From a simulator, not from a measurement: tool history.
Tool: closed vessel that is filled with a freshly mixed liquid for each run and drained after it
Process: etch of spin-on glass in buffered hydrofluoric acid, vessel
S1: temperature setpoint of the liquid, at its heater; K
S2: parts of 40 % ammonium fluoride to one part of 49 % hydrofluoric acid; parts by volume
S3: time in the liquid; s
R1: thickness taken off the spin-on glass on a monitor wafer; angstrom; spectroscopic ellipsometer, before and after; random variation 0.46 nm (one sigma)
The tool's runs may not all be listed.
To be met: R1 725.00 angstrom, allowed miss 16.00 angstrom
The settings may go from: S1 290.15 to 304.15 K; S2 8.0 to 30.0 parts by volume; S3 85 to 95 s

run	hour	S1	S2	S3	R1
1	0.0	296.15	22.5	85	785.07
2	8.5	295.65	22.5	85	773.63
3	9.2	295.65	22.5	95	861.00
4	10.2	293.65	22.5	95	762.00
5	14.9	295.15	22.5	95	848.26
6	21.1	298.65	22.5	95	1024.30
7	25.6	297.15	22.5	95	939.19
8	29.8	296.15	22.5	95	887.23
9	33.7	295.15	22.5	95	844.20
10	41.7	294.65	22.5	95	810.61

4 next moves are on the table. One of them brings every result within its allowed miss. Which?
A	49.7	296.65	23.5	95	?
B	49.7	292.65	21.0	90	?
C	49.7	295.65	21.0	95	?
D	49.7	293.65	21.5	90	?

move	R1
A	886.89
B	726.70
C	906.91
D	756.32
A: further off than the last run
B: meets every target
C: further off than the last run
D: nearer than the last run, and not there yet
The right move is B.
